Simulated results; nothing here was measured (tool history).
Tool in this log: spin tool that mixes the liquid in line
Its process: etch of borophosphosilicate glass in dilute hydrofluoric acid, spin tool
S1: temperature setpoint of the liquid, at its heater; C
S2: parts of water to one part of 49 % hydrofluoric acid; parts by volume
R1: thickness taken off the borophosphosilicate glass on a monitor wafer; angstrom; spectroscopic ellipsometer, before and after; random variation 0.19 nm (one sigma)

run 1 hour=0 | S1=24 S2=65 time_under_the_liquid_(s)=55 | R1=322.78
run 2 hour=3.3 | S1=24 S2=85 time_under_the_liquid_(s)=55 | R1=239.46
run 3 hour=9.4 | S1=26.5 S2=70 time_under_the_liquid_(s)=55 | R1=328.05
run 4 hour=15.5 | S1=29 S2=70 time_under_the_liquid_(s)=55 | R1=362.65
run 5 hour=16.8 | S1=29 S2=70 time_under_the_liquid_(s)=55 | R1=361.38
run 6 hour=19.3 | S1=30 S2=60 time_under_the_liquid_(s)=55 | R1=443.53
run 7 hour=25.3 | S1=30.5 S2=55 time_under_the_liquid_(s)=55 | R1=499.46
run 8 hour=30.9 | S1=32 S2=40 time_under_the_liquid_(s)=55 | R1=748.29
run 9 hour=32 | S1=31 S2=40 time_under_the_liquid_(s)=55 | R1=717.5

Run 10 is up next; what results do you expect?
run 10 hour=38.5 | S1=30 S2=40 time_under_the_liquid_(s)=55 | R1=?

Run 10 measured R1 687.65 angstrom.

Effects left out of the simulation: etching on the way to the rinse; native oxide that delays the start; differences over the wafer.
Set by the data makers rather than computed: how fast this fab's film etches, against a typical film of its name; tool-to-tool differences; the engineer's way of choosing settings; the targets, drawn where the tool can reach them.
